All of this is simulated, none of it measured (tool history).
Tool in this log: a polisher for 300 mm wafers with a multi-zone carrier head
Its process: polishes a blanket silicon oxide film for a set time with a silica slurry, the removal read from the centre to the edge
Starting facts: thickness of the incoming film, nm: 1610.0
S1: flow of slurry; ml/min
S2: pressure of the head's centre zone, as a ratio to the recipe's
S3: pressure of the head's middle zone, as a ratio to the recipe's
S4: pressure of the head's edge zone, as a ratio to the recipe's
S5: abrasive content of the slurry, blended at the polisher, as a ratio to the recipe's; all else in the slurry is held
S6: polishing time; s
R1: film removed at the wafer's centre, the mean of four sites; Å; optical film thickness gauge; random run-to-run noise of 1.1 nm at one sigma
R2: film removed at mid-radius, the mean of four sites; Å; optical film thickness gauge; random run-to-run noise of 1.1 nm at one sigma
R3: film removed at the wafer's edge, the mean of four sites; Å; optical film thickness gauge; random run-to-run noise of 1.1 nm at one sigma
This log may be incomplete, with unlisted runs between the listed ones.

run 1 hour=0.0 | S1=320 S2=1.00 S3=1.00 S4=1.00 S5=1.00 S6=46 | R1=1620.9 R2=1624.9 R3=1567.7
run 2 hour=7.7 | S1=320 S2=1.00 S3=0.96 S4=1.00 S5=1.00 S6=46 | R1=1619.1 R2=1556.4 R3=1562.3
run 3 hour=8.9 | S1=390 S2=1.00 S3=0.96 S4=1.00 S5=1.00 S6=46 | R1=1633.1 R2=1563.5 R3=1582.9
run 4 hour=13.6 | S1=390 S2=1.03 S3=0.96 S4=1.00 S5=1.00 S6=46 | R1=1662.5 R2=1548.8 R3=1618.1
run 5 hour=19.6 | S1=385 S2=1.01 S3=0.94 S4=0.98 S5=0.90 S6=46 | R1=1541.8 R2=1460.2 R3=1469.8
run 6 hour=20.5 | S1=385 S2=1.00 S3=0.92 S4=0.97 S5=0.85 S6=46 | R1=1509.8 R2=1419.9 R3=1434.0
run 7 hour=23.9 | S1=385 S2=0.99 S3=0.91 S4=0.97 S5=0.80 S6=46 | R1=1435.3 R2=1343.0 R3=1409.2

Predict the results of run 8:
run 8 hour=29.0 | S1=380 S2=0.98 S3=0.95 S4=0.87 S5=0.55 S6=44 | R1=? R2=? R3=?

Run 8 yielded R1 1083.7 Å, R2 1065.7 Å, R3 1004.0 Å.
